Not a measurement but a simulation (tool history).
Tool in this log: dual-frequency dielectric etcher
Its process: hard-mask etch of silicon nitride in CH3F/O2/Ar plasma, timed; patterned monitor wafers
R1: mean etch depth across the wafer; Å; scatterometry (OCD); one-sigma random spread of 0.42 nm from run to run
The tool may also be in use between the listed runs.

{"run": 1, "hour": 0.0, "source power (W)": 370, "bias power (W)": 63, "etch time (s)": 201.5, "R1": 1158.3}
{"run": 2, "hour": 7.7, "source power (W)": 370, "bias power (W)": 55, "etch time (s)": 201.5, "R1": 1115.4}
{"run": 3, "hour": 12.5, "source power (W)": 380, "bias power (W)": 55, "etch time (s)": 201.5, "R1": 1132.2}
{"run": 4, "hour": 13.7, "source power (W)": 380, "bias power (W)": 55, "etch time (s)": 210.0, "R1": 1173.0}
{"run": 5, "hour": 15.7, "source power (W)": 330, "bias power (W)": 55, "etch time (s)": 210.0, "R1": 1128.4}
{"run": 6, "hour": 19.8, "source power (W)": 340, "bias power (W)": 55, "etch time (s)": 210.0, "R1": 1135.4}
{"run": 7, "hour": 28.7, "source power (W)": 350, "bias power (W)": 55, "etch time (s)": 210.0, "R1": 1141.7}
{"run": 8, "hour": 30.6, "source power (W)": 360, "bias power (W)": 55, "etch time (s)": 210.0, "R1": 1149.4}

What does the tool deliver on the next run?
{"run": 9, "hour": 34.2, "source power (W)": 370, "bias power (W)": 55, "etch time (s)": 210.0, "R1": "?"}

R1: 1164.5 Å
